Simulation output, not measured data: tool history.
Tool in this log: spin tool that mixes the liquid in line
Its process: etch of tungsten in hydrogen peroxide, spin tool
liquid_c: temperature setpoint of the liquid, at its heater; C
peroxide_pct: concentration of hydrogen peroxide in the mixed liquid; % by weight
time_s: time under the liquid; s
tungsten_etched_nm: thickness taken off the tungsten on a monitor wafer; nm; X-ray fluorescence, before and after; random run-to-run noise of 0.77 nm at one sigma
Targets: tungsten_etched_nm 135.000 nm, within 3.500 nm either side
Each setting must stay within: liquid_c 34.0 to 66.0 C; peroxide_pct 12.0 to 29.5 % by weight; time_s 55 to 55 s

run	hour	liquid_c	peroxide_pct	time_s	tungsten_etched_nm
1	0.0	50.0	20.0	55	75.530
2	6.7	51.5	20.0	55	82.456
3	15.5	56.5	20.0	55	110.830
4	16.1	57.0	20.0	55	115.060
5	22.8	57.5	20.0	55	117.220
6	30.6	57.5	17.0	55	108.540
7	32.3	58.0	17.0	55	111.990
8	35.9	58.5	17.0	55	116.250
9	42.7	58.5	17.0	55	115.010
10	50.7	59.0	17.0	55	117.300
11	55.2	59.5	17.0	55	122.140
12	61.4	60.5	17.0	55	130.280

Pick the move, out of 4, that brings all results within their allowed miss; only one does.
A	67.6	61.0	14.5	55	?
B	67.6	58.5	23.0	55	?
C	67.6	58.0	20.5	55	?
D	67.6	60.5	16.0	55	?

move	tungsten_etched_nm
A	123.160
B	134.320
C	123.180
D	125.730
A: further off than the last run
B: hits every target within its allowed miss
C: further off than the last run
D: further off than the last run
The right move is B.

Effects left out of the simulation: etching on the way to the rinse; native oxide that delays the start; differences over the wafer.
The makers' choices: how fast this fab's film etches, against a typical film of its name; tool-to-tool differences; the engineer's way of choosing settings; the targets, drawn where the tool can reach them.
